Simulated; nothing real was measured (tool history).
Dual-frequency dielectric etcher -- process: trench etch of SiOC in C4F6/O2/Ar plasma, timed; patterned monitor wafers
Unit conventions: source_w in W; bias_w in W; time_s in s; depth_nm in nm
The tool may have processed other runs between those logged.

run	day	source_w	bias_w	time_s	depth_nm
1	0	280	174	16.5	29.237
2	0.108	280	185	16.5	29.777
3	0.258	280	154	16.5	28.19
4	0.575	280	154	16.5	28.171
5	0.783	280	154	15	25.949
6	0.983	240	154	15	24.625
7	1.275	260	162	15	25.724
# day 1.496: wet clean of the chamber
8	1.496	280	168	15	25.53
9	1.708	300	180	15	26.907
10	2.025	310	189	15	26.983
11	2.238	320	198	15	27.752
12	2.371	330	205	15	28.053
13	2.467	390	240	16.5	34.157
14	2.662	390	239	16.5	34.447
15	2.696	390	238	16.5	34.305

Predict the results of run 16:
16	3.042	390	237	16.5	?

For run 16 the tool returned depth_nm 34.34 nm.

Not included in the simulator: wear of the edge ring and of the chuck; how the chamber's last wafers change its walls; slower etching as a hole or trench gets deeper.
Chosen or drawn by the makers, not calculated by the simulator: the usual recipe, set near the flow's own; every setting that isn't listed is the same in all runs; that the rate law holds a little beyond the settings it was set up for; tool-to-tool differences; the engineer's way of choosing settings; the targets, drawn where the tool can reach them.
